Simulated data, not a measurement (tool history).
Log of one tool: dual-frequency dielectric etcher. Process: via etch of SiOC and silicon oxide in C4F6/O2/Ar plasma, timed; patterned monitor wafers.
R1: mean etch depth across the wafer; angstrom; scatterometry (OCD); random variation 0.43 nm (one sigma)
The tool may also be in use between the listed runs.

run 1 hour=0.0 | source_power_(W)=340 bias_power_(W)=195 etch_time_(s)=89 | R1=957.80
run 2 hour=2.8 | source_power_(W)=340 bias_power_(W)=229 etch_time_(s)=89 | R1=1016.60
run 3 hour=5.1 | source_power_(W)=310 bias_power_(W)=216 etch_time_(s)=89 | R1=972.92
run 4 hour=10.0 | source_power_(W)=290 bias_power_(W)=201 etch_time_(s)=89 | R1=923.08
run 5 hour=16.3 | source_power_(W)=270 bias_power_(W)=193 etch_time_(s)=89 | R1=894.11
run 6 hour=20.3 | source_power_(W)=240 bias_power_(W)=193 etch_time_(s)=89 | R1=858.50
run 7 hour=27.7 | source_power_(W)=230 bias_power_(W)=189 etch_time_(s)=89 | R1=838.38
run 8 hour=30.3 | source_power_(W)=230 bias_power_(W)=187 etch_time_(s)=89 | R1=836.41
run 9 hour=31.5 | source_power_(W)=230 bias_power_(W)=185 etch_time_(s)=89 | R1=835.67

The next listed run, before its measurement:
run 10 hour=38.7 | source_power_(W)=230 bias_power_(W)=183 etch_time_(s)=89 | R1=?

{"run 10": {"R1": 828.18}}
